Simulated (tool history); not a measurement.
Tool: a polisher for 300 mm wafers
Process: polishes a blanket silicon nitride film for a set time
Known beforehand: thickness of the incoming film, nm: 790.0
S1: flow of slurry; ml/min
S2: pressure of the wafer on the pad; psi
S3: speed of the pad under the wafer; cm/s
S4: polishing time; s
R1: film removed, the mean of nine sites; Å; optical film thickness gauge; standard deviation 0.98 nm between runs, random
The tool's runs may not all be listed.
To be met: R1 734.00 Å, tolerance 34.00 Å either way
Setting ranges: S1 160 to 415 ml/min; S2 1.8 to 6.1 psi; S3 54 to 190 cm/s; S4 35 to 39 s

| run | hour | S1 | S2 | S3 | S4 | R1 |
|---|---|---|---|---|---|---|
| 1 | 0.0 | 265 | 3.9 | 122 | 39 | 972.65 |
| 2 | 6.3 | 265 | 3.8 | 122 | 39 | 933.95 |
| 3 | 13.1 | 265 | 3.8 | 122 | 39 | 916.06 |
| 4 | 16.4 | 265 | 3.7 | 122 | 39 | 889.36 |
| 5 | 17.7 | 265 | 3.7 | 122 | 39 | 920.34 |
| 6 | 26.4 | 265 | 3.7 | 138 | 39 | 998.10 |
| 7 | 32.1 | 265 | 3.5 | 138 | 39 | 966.74 |
| 8 | 34.6 | 265 | 3.4 | 138 | 39 | 947.80 |
| 9 | 42.6 | 265 | 3.4 | 138 | 39 | 903.40 |
| 10 | 45.1 | 265 | 2.5 | 136 | 39 | 674.31 |

5 candidate next runs follow, results not yet known. Just one meets every target within its allowed miss. Identify it.
| A | 47.6 | 240 | 2.3 | 158 | 35 | ? |
| B | 47.6 | 270 | 2.3 | 138 | 38 | ? |
| C | 47.6 | 375 | 4.2 | 80 | 38 | ? |
| D | 47.6 | 270 | 2.9 | 114 | 35 | ? |
| E | 47.6 | 325 | 2.1 | 150 | 39 | ? |

| move | R1 |
|---|---|
| A | 621.54 |
| B | 613.78 |
| C | 729.58 |
| D | 605.47 |
| E | 628.97 |
A: further off than the last run
B: further off than the last run
C: in spec on every target
D: further off than the last run
E: further off than the last run
Correct choice: C, which meets every target

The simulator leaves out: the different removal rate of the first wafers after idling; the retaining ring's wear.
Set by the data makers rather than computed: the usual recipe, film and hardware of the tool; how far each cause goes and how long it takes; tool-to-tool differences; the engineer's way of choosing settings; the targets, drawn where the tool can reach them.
